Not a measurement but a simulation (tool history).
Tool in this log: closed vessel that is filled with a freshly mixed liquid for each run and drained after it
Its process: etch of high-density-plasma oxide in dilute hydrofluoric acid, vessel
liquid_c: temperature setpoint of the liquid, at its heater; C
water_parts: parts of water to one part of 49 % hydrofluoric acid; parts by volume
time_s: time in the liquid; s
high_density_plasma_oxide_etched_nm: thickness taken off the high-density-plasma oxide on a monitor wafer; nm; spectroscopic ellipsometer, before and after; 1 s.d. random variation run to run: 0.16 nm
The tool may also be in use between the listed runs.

run,day,liquid_c,water_parts,time_s,high_density_plasma_oxide_etched_nm
1,0,25,125,245,14.936
2,0.071,26.5,125,245,15.883
3,0.117,26.5,150,245,12.811
4,0.258,28,140,245,14.746
5,0.488,28,140,245,14.691
6,0.792,25,140,245,13.141

Run 7 comes next. What will it give?
7,0.854,27,135,245,?

high_density_plasma_oxide_etched_nm: 14.699 nm
